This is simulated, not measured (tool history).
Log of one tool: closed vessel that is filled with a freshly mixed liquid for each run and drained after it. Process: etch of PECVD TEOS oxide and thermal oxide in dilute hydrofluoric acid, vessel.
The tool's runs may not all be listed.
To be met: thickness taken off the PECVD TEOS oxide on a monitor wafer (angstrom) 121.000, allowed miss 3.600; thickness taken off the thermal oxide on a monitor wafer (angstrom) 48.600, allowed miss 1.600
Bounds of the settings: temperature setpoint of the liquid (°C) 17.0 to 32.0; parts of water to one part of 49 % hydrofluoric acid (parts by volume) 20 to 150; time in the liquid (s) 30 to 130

run	day	temperature setpoint of the liquid (°C)	parts of water to one part of 49 % hydrofluoric acid (parts by volume)	time in the liquid (s)	thickness taken off the PECVD TEOS oxide on a monitor wafer (angstrom)	thickness taken off the thermal oxide on a monitor wafer (angstrom)
1	0.000	24.0	85	65	81.385	32.136
2	0.279	26.0	85	65	86.169	35.440
3	0.521	26.0	85	85	113.830	46.154
4	0.742	26.0	60	85	168.110	67.236
5	0.867	25.0	65	85	150.670	59.280
6	0.967	25.0	45	85	222.790	89.023
# day 1.167: hydrofluoric acid flow meter replaced
7	1.167	24.5	55	85	193.660	79.155
8	1.529	25.0	60	85	175.680	71.975
9	1.829	25.0	65	85	164.480	65.862
10	2.029	25.0	65	85	162.350	66.983
11	2.233	21.0	65	85	139.650	56.382

Which of these 5 next moves meets every target?
A	2.438	19.5	75	85	?	?
B	2.438	28.0	85	75	?	?
C	2.438	21.5	35	50	?	?
D	2.438	19.0	90	105	?	?
E	2.438	17.5	90	115	?	?

move	thickness taken off the PECVD TEOS oxide on a monitor wafer (angstrom)	thickness taken off the thermal oxide on a monitor wafer (angstrom)
A	112.440	44.641
B	121.760	48.340
C	161.830	64.250
D	111.460	44.249
E	114.620	45.506
A: takes the result that was furthest off past its target
B: meets every target
C: further off than the last run
D: takes the result that was furthest off past its target
E: takes the result that was furthest off past its target
The right move is B.

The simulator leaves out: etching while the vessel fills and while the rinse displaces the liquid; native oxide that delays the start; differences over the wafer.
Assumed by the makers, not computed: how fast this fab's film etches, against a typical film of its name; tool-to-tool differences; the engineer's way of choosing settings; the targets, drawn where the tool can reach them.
